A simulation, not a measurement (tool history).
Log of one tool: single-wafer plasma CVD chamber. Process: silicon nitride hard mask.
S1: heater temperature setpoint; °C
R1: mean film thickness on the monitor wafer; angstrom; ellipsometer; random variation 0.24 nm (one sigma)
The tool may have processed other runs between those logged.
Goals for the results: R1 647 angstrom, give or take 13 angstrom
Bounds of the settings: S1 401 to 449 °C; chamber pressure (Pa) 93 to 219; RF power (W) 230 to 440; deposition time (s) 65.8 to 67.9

{"run": 1, "hour": 0.0, "S1": 425, "chamber pressure (Pa)": 156, "RF power (W)": 335, "deposition time (s)": 65.8, "R1": 731.78}
{"run": 2, "hour": 3.9, "S1": 425, "chamber pressure (Pa)": 149, "RF power (W)": 335, "deposition time (s)": 65.8, "R1": 723.14}
{"run": 3, "hour": 9.6, "S1": 425, "chamber pressure (Pa)": 149, "RF power (W)": 365, "deposition time (s)": 65.8, "R1": 755.63}
{"run": 4, "hour": 10.1, "S1": 414, "chamber pressure (Pa)": 149, "RF power (W)": 365, "deposition time (s)": 65.8, "R1": 761.34}
{"run": 5, "hour": 18.7, "S1": 414, "chamber pressure (Pa)": 143, "RF power (W)": 360, "deposition time (s)": 65.8, "R1": 747.29}
{"run": 6, "hour": 21.3, "S1": 414, "chamber pressure (Pa)": 143, "RF power (W)": 380, "deposition time (s)": 65.8, "R1": 771.63}
{"run": 7, "hour": 22.6, "S1": 414, "chamber pressure (Pa)": 143, "RF power (W)": 380, "deposition time (s)": 65.8, "R1": 768.81}
{"run": 8, "hour": 27.8, "S1": 414, "chamber pressure (Pa)": 136, "RF power (W)": 370, "deposition time (s)": 65.8, "R1": 745.59}
{"run": 9, "hour": 31.8, "S1": 414, "chamber pressure (Pa)": 136, "RF power (W)": 370, "deposition time (s)": 65.8, "R1": 747.67}
{"run": 10, "hour": 35.9, "S1": 414, "chamber pressure (Pa)": 131, "RF power (W)": 365, "deposition time (s)": 65.8, "R1": 734.92}
{"run": 11, "hour": 39.4, "S1": 414, "chamber pressure (Pa)": 125, "RF power (W)": 360, "deposition time (s)": 65.8, "R1": 717.94}
{"run": 12, "hour": 40.1, "S1": 414, "chamber pressure (Pa)": 95, "RF power (W)": 335, "deposition time (s)": 65.8, "R1": 626.81}

Below are 4 possible settings for the next run. Only one of them brings all results inside the allowed miss of their targets. Which is it?
{"run": "A", "hour": 40.8, "S1": 407, "chamber pressure (Pa)": 100, "RF power (W)": 345, "deposition time (s)": 65.8, "R1": "?"}
{"run": "B", "hour": 40.8, "S1": 419, "chamber pressure (Pa)": 101, "RF power (W)": 310, "deposition time (s)": 65.8, "R1": "?"}
{"run": "C", "hour": 40.8, "S1": 414, "chamber pressure (Pa)": 104, "RF power (W)": 300, "deposition time (s)": 65.8, "R1": "?"}
{"run": "D", "hour": 40.8, "S1": 416, "chamber pressure (Pa)": 128, "RF power (W)": 265, "deposition time (s)": 67.1, "R1": "?"}

move=A R1=651.11
move=B R1=609.55
move=C R1=603.5
move=D R1=607.03
A: every result within its allowed miss
B: the biggest miss grows against the last run
C: the biggest miss grows against the last run
D: the biggest miss grows against the last run
So the answer is move A, the one that meets all the targets.
